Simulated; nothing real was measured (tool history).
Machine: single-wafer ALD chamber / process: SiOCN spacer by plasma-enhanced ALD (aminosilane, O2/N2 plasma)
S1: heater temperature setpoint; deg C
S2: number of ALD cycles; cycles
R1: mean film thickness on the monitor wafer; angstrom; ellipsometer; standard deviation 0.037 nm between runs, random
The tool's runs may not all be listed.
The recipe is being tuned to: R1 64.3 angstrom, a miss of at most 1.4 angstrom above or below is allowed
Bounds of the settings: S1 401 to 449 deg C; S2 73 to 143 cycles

{"run": 1, "hour": 0.0, "S1": 425, "S2": 108, "R1": 56.821}
{"run": 2, "hour": 6.8, "S1": 424, "S2": 109, "R1": 58.094}
{"run": 3, "hour": 15.3, "S1": 424, "S2": 116, "R1": 61.207}
{"run": 4, "hour": 21.2, "S1": 423, "S2": 116, "R1": 61.905}
{"run": 5, "hour": 28.0, "S1": 423, "S2": 129, "R1": 68.454}
{"run": 6, "hour": 35.1, "S1": 415, "S2": 129, "R1": 69.828}
{"run": 7, "hour": 38.4, "S1": 416, "S2": 128, "R1": 70.001}
{"run": 8, "hour": 43.0, "S1": 418, "S2": 127, "R1": 68.64}
{"run": 9, "hour": 49.0, "S1": 419, "S2": 126, "R1": 67.343}
{"run": 10, "hour": 51.1, "S1": 420, "S2": 126, "R1": 67.133}

Which of these 4 next moves meets every target?
{"run": "A", "hour": 53.2, "S1": 421, "S2": 135, "R1": "?"}
{"run": "B", "hour": 53.2, "S1": 420, "S2": 136, "R1": "?"}
{"run": "C", "hour": 53.2, "S1": 424, "S2": 133, "R1": "?"}
{"run": "D", "hour": 53.2, "S1": 433, "S2": 125, "R1": "?"}

move=A R1=72.026
move=B R1=72.776
move=C R1=70.322
move=D R1=64.297
A: misses by more than the last run did
B: misses by more than the last run did
C: misses by more than the last run did
D: meets every target
So the answer is move D, the one that meets all the targets.
